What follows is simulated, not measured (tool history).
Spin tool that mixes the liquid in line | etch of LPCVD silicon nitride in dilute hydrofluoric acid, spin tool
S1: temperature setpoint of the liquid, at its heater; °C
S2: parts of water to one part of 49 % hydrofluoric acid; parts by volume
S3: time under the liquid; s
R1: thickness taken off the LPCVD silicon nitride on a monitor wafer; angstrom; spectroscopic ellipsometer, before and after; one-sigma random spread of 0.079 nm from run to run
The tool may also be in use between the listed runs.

run  hour    S1   S2   S3      R1
  1     0    26  110  275   13.44
  2   6.3    26  125  275  11.676
  3   8.8    28  105  280  16.523
  4  17.2    28  105  295  16.466
  5    19    28  105  275   15.73
  6  24.8    28  145  275  11.386
  7  28.9  29.5  120  280  15.507
  8  36.8  30.5  105  285  19.575

Run 9 comes next. What will it give?
  9  43.9  31.5  95  285   ?

{"run 9": {"R1": 23.253}}
